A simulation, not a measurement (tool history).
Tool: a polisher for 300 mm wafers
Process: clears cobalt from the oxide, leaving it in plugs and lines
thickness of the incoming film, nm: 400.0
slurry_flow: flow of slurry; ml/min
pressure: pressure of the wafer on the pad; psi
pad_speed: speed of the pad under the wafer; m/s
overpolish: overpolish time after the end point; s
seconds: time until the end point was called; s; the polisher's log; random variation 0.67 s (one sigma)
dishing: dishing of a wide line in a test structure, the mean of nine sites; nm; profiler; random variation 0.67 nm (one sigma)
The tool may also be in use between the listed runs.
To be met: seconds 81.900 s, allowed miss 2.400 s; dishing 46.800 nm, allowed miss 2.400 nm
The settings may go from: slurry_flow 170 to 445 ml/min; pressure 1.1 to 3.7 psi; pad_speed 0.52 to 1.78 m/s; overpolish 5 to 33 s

run	hour	slurry_flow	pressure	pad_speed	overpolish	seconds	dishing
1	0.0	285	2.4	1.14	17	64.868	46.940
2	7.0	285	2.3	1.14	17	68.257	46.726
3	10.5	285	2.9	1.14	17	54.089	50.520
4	16.7	285	2.8	1.14	17	56.050	49.622
5	23.9	285	2.8	1.14	20	55.610	52.102
6	30.7	285	2.7	1.14	20	58.231	49.459
7	39.2	285	2.6	1.14	22	59.996	49.651
8	41.1	285	2.5	1.14	23	62.538	51.328

4 next moves are on the table. One of them brings every result within its allowed miss. Which?
A	43.0	270	2.2	0.98	29	?	?
B	43.0	320	2.0	0.98	22	?	?
C	43.0	250	3.0	1.40	27	?	?
D	43.0	370	2.5	0.84	21	?	?

move	seconds	dishing
A	81.826	51.467
B	88.188	46.550
C	43.205	54.905
D	81.420	47.070
A: brings the result that was furthest off to its target, and leaves another outside
B: takes the result that was furthest off past its target
C: further off than the last run
D: meets every target
Move D is the one to make.
